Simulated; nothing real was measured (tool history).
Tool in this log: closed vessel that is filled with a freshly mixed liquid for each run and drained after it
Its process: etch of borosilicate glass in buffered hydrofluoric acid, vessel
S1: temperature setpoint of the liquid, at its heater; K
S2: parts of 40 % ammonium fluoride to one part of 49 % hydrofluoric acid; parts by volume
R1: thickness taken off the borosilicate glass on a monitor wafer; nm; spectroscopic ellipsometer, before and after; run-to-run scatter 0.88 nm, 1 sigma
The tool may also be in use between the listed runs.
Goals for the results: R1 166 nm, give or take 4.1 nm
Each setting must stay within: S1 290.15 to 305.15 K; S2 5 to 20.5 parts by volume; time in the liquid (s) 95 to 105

Run 1, day 0: S1 297.15 K, S2 12.5 parts by volume, time in the liquid (s) 95. Result: R1 97.366 nm.
Run 2, day 0.296: S1 297.15 K, S2 12.5 parts by volume, time in the liquid (s) 105. Result: R1 107.96 nm.
Run 3, day 0.4: S1 299.15 K, S2 12.5 parts by volume, time in the liquid (s) 105. Result: R1 119.44 nm.
Run 4, day 0.458: S1 300.65 K, S2 12 parts by volume, time in the liquid (s) 105. Result: R1 134.26 nm.
Run 5, day 0.633: S1 297.65 K, S2 12 parts by volume, time in the liquid (s) 105. Result: R1 115.21 nm.
Run 6, day 0.854: S1 297.65 K, S2 12 parts by volume, time in the liquid (s) 95. Result: R1 103.83 nm.
Run 7, day 1.025: S1 299.65 K, S2 11.5 parts by volume, time in the liquid (s) 95. Result: R1 120.33 nm.
Run 8, day 1.233: S1 303.65 K, S2 11 parts by volume, time in the liquid (s) 95. Result: R1 155.31 nm.
Run 9, day 1.408: S1 304.15 K, S2 11 parts by volume, time in the liquid (s) 95. Result: R1 158.93 nm.

Exercise: of the 4 proposed moves below, exactly one satisfies all targets within the stated allowed misses. Which move is it?
Run A, day 1.583: S1 303.15 K, S2 10.5 parts by volume, time in the liquid (s) 105. Result: R1 ?.
Run B, day 1.583: S1 302.15 K, S2 10.5 parts by volume, time in the liquid (s) 105. Result: R1 ?.
Run C, day 1.583: S1 305.15 K, S2 11.5 parts by volume, time in the liquid (s) 105. Result: R1 ?.
Run D, day 1.583: S1 300.65 K, S2 8 parts by volume, time in the liquid (s) 95. Result: R1 ?.

move      R1
   A  175.48
   B  166.62
   C  177.82
   D  178.16
A: moves the result that the last run missed by most past its target, out the other side
B: each result inside its tolerance
C: moves the result that the last run missed by most past its target, out the other side
D: moves the result that the last run missed by most past its target, out the other side
The move that meets every target is B.

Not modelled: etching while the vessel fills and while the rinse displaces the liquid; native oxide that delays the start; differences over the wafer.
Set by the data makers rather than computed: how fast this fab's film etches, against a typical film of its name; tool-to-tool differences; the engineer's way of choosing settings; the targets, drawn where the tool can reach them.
